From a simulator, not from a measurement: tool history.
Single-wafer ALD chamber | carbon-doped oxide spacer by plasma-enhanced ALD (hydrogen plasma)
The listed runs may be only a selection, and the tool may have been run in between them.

| run | hour | heater temperature setpoint (deg C) | number of ALD cycles (cycles) | mean film thickness on the monitor wafer (angstrom) |
|---|---|---|---|---|
| 1 | 0.0 | 390 | 670 | 339.08 |
| 2 | 8.1 | 381 | 670 | 338.16 |
| 3 | 16.6 | 389 | 670 | 340.30 |
| 4 | 19.8 | 384 | 670 | 339.90 |
| 5 | 29.3 | 384 | 604 | 308.13 |
| 6 | 37.4 | 384 | 568 | 288.80 |
| 7 | 44.3 | 384 | 553 | 280.70 |
| 8 | 54.2 | 384 | 544 | 277.35 |

Run 9 comes next. What will it give?
| 9 | 60.9 | 384 | 516 | ? |

For run 9 the tool returned mean film thickness on the monitor wafer (angstrom) 261.08.
